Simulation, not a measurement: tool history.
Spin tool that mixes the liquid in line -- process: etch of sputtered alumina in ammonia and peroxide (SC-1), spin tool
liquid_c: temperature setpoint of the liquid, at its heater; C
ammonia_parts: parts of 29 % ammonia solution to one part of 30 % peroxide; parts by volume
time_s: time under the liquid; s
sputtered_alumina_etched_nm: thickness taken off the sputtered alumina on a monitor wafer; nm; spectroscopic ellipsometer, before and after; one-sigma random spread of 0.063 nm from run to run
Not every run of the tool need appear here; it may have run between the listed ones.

run,day,liquid_c,ammonia_parts,time_s,sputtered_alumina_etched_nm
1,0,49,0.6,270,14.439
2,0.362,49,0.5,270,14.103
3,0.521,49.5,0.5,270,14.57
4,0.55,50,0.5,270,14.988
5,0.712,43,0.5,270,10.085
6,0.95,43,0.6,270,10.257
7,1.129,44,0.6,270,10.88

Estimate the outcome of run 8 from the log above:
8,1.462,44,0.6,270,?

Run 8 gave sputtered_alumina_etched_nm 10.859 nm.

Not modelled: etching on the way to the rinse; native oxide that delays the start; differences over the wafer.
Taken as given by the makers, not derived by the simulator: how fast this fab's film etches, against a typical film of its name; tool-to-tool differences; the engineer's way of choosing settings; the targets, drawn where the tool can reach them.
